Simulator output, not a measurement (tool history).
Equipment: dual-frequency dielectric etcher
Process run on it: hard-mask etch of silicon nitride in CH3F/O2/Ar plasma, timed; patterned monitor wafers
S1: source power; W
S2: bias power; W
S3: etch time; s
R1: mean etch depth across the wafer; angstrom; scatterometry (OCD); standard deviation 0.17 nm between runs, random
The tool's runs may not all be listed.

Run 1, hour 0.0: S1 390 W, S2 64 W, S3 92.5 s. Result: R1 619.68 angstrom.
Run 2, hour 2.5: S1 350 W, S2 64 W, S3 92.5 s. Result: R1 600.24 angstrom.
Run 3, hour 4.7: S1 410 W, S2 64 W, S3 92.5 s. Result: R1 626.70 angstrom.
Run 4, hour 9.3: S1 400 W, S2 62 W, S3 92.0 s. Result: R1 614.64 angstrom.
Run 5, hour 14.7: S1 400 W, S2 62 W, S3 84.0 s. Result: R1 560.52 angstrom.
Run 6, hour 22.0: S1 400 W, S2 67 W, S3 84.0 s. Result: R1 575.03 angstrom.
Run 7, hour 24.9: S1 390 W, S2 66 W, S3 84.0 s. Result: R1 569.97 angstrom.
Run 8, hour 29.7: S1 380 W, S2 65 W, S3 84.0 s. Result: R1 559.90 angstrom.
Run 9, hour 32.3: S1 370 W, S2 64 W, S3 84.0 s. Result: R1 553.60 angstrom.
Run 10, hour 37.2: S1 360 W, S2 64 W, S3 84.0 s. Result: R1 550.14 angstrom.
Run 11, hour 37.8: S1 350 W, S2 64 W, S3 84.0 s. Result: R1 543.42 angstrom.

Run 12 comes next. What will it give?
Run 12, hour 44.2: S1 330 W, S2 63 W, S3 84.0 s. Result: R1 ?.

{"run 12": {"R1": 532.97}}

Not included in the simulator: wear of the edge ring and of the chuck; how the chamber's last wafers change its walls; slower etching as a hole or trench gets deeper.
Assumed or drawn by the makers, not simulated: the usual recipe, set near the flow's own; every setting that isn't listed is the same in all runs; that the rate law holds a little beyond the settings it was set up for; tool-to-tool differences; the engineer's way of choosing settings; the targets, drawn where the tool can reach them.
